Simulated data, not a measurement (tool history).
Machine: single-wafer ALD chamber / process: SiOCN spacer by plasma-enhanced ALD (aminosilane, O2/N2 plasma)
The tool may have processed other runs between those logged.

| run | hour | heater temperature setpoint (deg C) | number of ALD cycles (cycles) | mean film thickness on the monitor wafer (nm) |
|---|---|---|---|---|
| 1 | 0 | 410 | 69 | 4.1267 |
| 2 | 4.2 | 410 | 63 | 3.7405 |
| 3 | 12.8 | 410 | 57 | 3.4131 |
| 4 | 13.5 | 405 | 62 | 3.7767 |
| 5 | 15.3 | 405 | 53 | 3.2406 |
| 6 | 24.2 | 401 | 59 | 3.6456 |
| 7 | 29.6 | 397 | 63 | 3.8537 |
| 8 | 30.1 | 396 | 67 | 4.1228 |

Predict the results of run 9:
| 9 | 33.5 | 395 | 69 | ? |

Run 9 came out at mean film thickness on the monitor wafer (nm) 4.2582.

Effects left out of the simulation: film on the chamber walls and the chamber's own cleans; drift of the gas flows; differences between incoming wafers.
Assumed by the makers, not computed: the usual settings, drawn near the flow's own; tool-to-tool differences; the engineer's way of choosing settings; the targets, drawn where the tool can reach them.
